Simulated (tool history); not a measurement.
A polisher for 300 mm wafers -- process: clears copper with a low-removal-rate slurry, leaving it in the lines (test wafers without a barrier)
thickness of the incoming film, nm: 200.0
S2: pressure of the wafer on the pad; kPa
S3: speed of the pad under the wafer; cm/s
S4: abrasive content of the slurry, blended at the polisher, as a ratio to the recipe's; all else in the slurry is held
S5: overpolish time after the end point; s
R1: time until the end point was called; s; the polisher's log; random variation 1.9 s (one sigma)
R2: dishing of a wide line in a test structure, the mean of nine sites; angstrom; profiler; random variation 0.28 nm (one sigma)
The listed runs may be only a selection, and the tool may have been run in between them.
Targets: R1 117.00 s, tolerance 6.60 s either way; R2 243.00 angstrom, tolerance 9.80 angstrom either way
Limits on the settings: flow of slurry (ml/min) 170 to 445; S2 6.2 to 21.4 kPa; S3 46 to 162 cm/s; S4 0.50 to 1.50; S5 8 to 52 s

{"run": 1, "day": 0.0, "flow of slurry (ml/min)": 285, "S2": 13.8, "S3": 104, "S4": 1.0, "S5": 26, "R1": 115.77, "R2": 351.0}
{"run": 2, "day": 0.2, "flow of slurry (ml/min)": 285, "S2": 13.8, "S3": 80, "S4": 1.0, "S5": 26, "R1": 141.48, "R2": 303.44}
{"run": 3, "day": 0.475, "flow of slurry (ml/min)": 285, "S2": 13.8, "S3": 82, "S4": 1.0, "S5": 24, "R1": 141.45, "R2": 283.78}
{"run": 4, "day": 0.512, "flow of slurry (ml/min)": 285, "S2": 14.5, "S3": 84, "S4": 1.0, "S5": 22, "R1": 134.46, "R2": 273.83}
{"run": 5, "day": 0.721, "flow of slurry (ml/min)": 315, "S2": 14.5, "S3": 84, "S4": 1.0, "S5": 22, "R1": 131.83, "R2": 279.35}
{"run": 6, "day": 0.988, "flow of slurry (ml/min)": 280, "S2": 14.5, "S3": 84, "S4": 1.0, "S5": 22, "R1": 129.47, "R2": 273.05}
{"run": 7, "day": 1.138, "flow of slurry (ml/min)": 275, "S2": 14.5, "S3": 84, "S4": 1.0, "S5": 21, "R1": 129.19, "R2": 265.93}
{"run": 8, "day": 1.408, "flow of slurry (ml/min)": 270, "S2": 14.5, "S3": 84, "S4": 1.0, "S5": 20, "R1": 136.65, "R2": 249.67}
{"run": 9, "day": 1.642, "flow of slurry (ml/min)": 280, "S2": 14.5, "S3": 84, "S4": 1.0, "S5": 19, "R1": 134.68, "R2": 244.07}
{"run": 10, "day": 1.933, "flow of slurry (ml/min)": 280, "S2": 14.5, "S3": 84, "S4": 1.0, "S5": 19, "R1": 132.53, "R2": 240.3}
{"run": 11, "day": 2.292, "flow of slurry (ml/min)": 285, "S2": 15.2, "S3": 86, "S4": 1.0, "S5": 18, "R1": 126.98, "R2": 239.25}

Which one of the following 4 next-run settings gets every result inside its allowed miss? There is exactly one.
{"run": "A", "day": 2.65, "flow of slurry (ml/min)": 280, "S2": 14.5, "S3": 96, "S4": 1.15, "S5": 17, "R1": "?", "R2": "?"}
{"run": "B", "day": 2.65, "flow of slurry (ml/min)": 280, "S2": 12.4, "S3": 100, "S4": 0.9, "S5": 19, "R1": "?", "R2": "?"}
{"run": "C", "day": 2.65, "flow of slurry (ml/min)": 265, "S2": 17.9, "S3": 92, "S4": 1.05, "S5": 15, "R1": "?", "R2": "?"}
{"run": "D", "day": 2.65, "flow of slurry (ml/min)": 310, "S2": 14.5, "S3": 96, "S4": 1.0, "S5": 19, "R1": "?", "R2": "?"}

move=A R1=117.91 R2=244.63
move=B R1=133.56 R2=240.65
move=C R1=105.43 R2=243.08
move=D R1=119.55 R2=266.94
A: in spec on every target
B: misses by more than the last run did
C: takes the result that was furthest off past its target
D: brings the last run's worst result on target, with another outside its allowed miss
Move A is the one to make.

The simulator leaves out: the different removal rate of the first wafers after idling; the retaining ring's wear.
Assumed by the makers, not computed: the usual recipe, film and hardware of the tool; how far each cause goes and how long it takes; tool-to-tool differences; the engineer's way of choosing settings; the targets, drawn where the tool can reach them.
